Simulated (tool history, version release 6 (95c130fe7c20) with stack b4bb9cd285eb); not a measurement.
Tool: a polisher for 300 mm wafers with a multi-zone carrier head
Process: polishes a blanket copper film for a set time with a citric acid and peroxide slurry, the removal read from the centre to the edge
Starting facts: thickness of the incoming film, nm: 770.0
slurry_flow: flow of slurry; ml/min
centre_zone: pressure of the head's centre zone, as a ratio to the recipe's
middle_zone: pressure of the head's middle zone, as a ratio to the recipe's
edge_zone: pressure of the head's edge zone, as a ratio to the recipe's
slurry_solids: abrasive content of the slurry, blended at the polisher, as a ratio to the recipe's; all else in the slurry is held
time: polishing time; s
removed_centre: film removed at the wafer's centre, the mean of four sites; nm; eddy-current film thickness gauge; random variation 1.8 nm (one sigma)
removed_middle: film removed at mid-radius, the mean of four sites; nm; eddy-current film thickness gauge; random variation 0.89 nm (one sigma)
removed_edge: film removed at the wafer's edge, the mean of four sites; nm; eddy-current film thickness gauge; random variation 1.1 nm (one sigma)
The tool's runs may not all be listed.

Run 1, hour 0.0: slurry_flow 175 ml/min, centre_zone 1.00, middle_zone 1.00, edge_zone 1.00, slurry_solids 1.00, time 53 s. Result: removed_centre 96.826 nm, removed_middle 97.443 nm, removed_edge 92.408 nm.
Run 2, hour 8.7: slurry_flow 175 ml/min, centre_zone 1.00, middle_zone 1.00, edge_zone 1.00, slurry_solids 1.00, time 59 s. Result: removed_centre 107.720 nm, removed_middle 106.530 nm, removed_edge 104.200 nm.
Run 3, hour 12.3: slurry_flow 190 ml/min, centre_zone 1.00, middle_zone 1.00, edge_zone 1.00, slurry_solids 1.00, time 59 s. Result: removed_centre 111.620 nm, removed_middle 111.000 nm, removed_edge 105.490 nm.
Run 4, hour 19.8: slurry_flow 170 ml/min, centre_zone 1.00, middle_zone 1.00, edge_zone 1.00, slurry_solids 1.00, time 59 s. Result: removed_centre 107.880 nm, removed_middle 107.730 nm, removed_edge 103.870 nm.
Run 5, hour 23.6: slurry_flow 185 ml/min, centre_zone 1.01, middle_zone 0.99, edge_zone 1.04, slurry_solids 1.05, time 59 s. Result: removed_centre 114.120 nm, removed_middle 110.210 nm, removed_edge 105.230 nm.
At hour 30.9: edge zone pressure recalibrated.
Run 6, hour 30.9: slurry_flow 180 ml/min, centre_zone 0.99, middle_zone 0.96, edge_zone 1.03, slurry_solids 1.15, time 61 s. Result: removed_centre 116.020 nm, removed_middle 111.650 nm, removed_edge 118.830 nm.
Run 7, hour 35.8: slurry_flow 190 ml/min, centre_zone 0.99, middle_zone 0.96, edge_zone 1.03, slurry_solids 1.15, time 61 s. Result: removed_centre 119.590 nm, removed_middle 114.350 nm, removed_edge 116.680 nm.
Run 8, hour 42.4: slurry_flow 195 ml/min, centre_zone 0.99, middle_zone 0.95, edge_zone 1.03, slurry_solids 1.20, time 61 s. Result: removed_centre 119.010 nm, removed_middle 114.670 nm, removed_edge 117.980 nm.

Expected results for the next run?
Run 9, hour 43.1: slurry_flow 200 ml/min, centre_zone 0.99, middle_zone 0.94, edge_zone 1.04, slurry_solids 1.25, time 61 s. Result: removed_centre ?, removed_middle ?, removed_edge ?.

removed_centre: 120.440 nm
removed_middle: 115.240 nm
removed_edge: 120.640 nm

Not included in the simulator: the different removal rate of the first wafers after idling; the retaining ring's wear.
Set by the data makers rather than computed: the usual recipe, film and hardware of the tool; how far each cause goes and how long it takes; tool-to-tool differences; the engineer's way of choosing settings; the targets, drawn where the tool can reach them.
